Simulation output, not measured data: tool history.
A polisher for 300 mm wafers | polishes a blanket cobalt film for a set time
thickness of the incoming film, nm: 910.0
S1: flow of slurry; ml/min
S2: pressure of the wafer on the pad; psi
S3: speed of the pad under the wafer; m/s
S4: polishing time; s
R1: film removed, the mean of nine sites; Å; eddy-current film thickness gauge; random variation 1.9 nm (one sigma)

run    day   S1   S2    S3  S4      R1
  1  0.000  200  1.5  1.16  80  2987.4
  2  0.308  200  1.7  1.16  80  3294.1
  3  0.621  195  1.4  1.14  80  2799.9
  4  0.692  170  1.4  1.14  80  2642.0
  5  0.975  170  1.4  0.98  80  2331.6
  6  1.129  150  1.4  0.98  80  2274.6

Run 7 comes next. What will it give?
  7  1.312  145  1.4  0.98  80   ?

Run 7 gave R1 2258.7 Å.
